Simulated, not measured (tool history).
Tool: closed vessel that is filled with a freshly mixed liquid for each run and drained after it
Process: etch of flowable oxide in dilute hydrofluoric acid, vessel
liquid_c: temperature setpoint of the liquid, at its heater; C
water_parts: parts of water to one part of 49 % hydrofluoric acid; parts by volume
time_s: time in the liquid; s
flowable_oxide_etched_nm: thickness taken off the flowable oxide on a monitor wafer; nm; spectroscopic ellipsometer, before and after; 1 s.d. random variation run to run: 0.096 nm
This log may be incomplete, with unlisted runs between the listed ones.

{"run": 1, "hour": 0.0, "liquid_c": 22, "water_parts": 125, "time_s": 30, "flowable_oxide_etched_nm": 7.7177}
{"run": 2, "hour": 3.9, "liquid_c": 23, "water_parts": 115, "time_s": 30, "flowable_oxide_etched_nm": 8.818}
{"run": 3, "hour": 10.9, "liquid_c": 19.5, "water_parts": 115, "time_s": 30, "flowable_oxide_etched_nm": 7.6819}
{"run": 4, "hour": 13.9, "liquid_c": 17, "water_parts": 115, "time_s": 30, "flowable_oxide_etched_nm": 6.9013}
{"run": 5, "hour": 23.1, "liquid_c": 18.5, "water_parts": 105, "time_s": 30, "flowable_oxide_etched_nm": 8.1191}
{"run": 6, "hour": 29.0, "liquid_c": 20, "water_parts": 100, "time_s": 30, "flowable_oxide_etched_nm": 9.2397}
{"run": 7, "hour": 38.3, "liquid_c": 21.5, "water_parts": 95, "time_s": 30, "flowable_oxide_etched_nm": 10.351}

For run 8, what comes out?
{"hour": 44.7, "done": "hydrofluoric acid flow meter replaced"}
{"run": 8, "hour": 44.7, "liquid_c": 22.5, "water_parts": 90, "time_s": 30, "flowable_oxide_etched_nm": "?"}

Run 8 came out at flowable_oxide_etched_nm 12.558 nm.
